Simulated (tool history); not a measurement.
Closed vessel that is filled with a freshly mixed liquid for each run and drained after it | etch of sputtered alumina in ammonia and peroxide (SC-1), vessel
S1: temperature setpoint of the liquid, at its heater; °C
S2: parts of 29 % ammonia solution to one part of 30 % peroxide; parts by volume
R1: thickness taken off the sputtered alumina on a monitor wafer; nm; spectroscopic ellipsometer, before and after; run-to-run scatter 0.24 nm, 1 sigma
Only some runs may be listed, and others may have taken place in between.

Run 1, hour 0.0: S1 54.0 °C, S2 0.65 parts by volume, time in the liquid (s) 390. Result: R1 30.604 nm.
Run 2, hour 3.4: S1 52.5 °C, S2 0.65 parts by volume, time in the liquid (s) 390. Result: R1 28.597 nm.
Run 3, hour 4.3: S1 52.5 °C, S2 0.55 parts by volume, time in the liquid (s) 390. Result: R1 28.297 nm.
Run 4, hour 7.7: S1 52.5 °C, S2 0.65 parts by volume, time in the liquid (s) 390. Result: R1 28.085 nm.
Run 5, hour 14.7: S1 45.5 °C, S2 0.65 parts by volume, time in the liquid (s) 390. Result: R1 19.063 nm.
Run 6, hour 23.2: S1 45.5 °C, S2 0.65 parts by volume, time in the liquid (s) 390. Result: R1 19.287 nm.
Run 7, hour 32.0: S1 46.5 °C, S2 0.65 parts by volume, time in the liquid (s) 390. Result: R1 20.503 nm.

What does the tool deliver on the next run?
Run 8, hour 35.7: S1 47.5 °C, S2 0.65 parts by volume, time in the liquid (s) 390. Result: R1 ?.

{"run 8": {"R1": 21.765}}
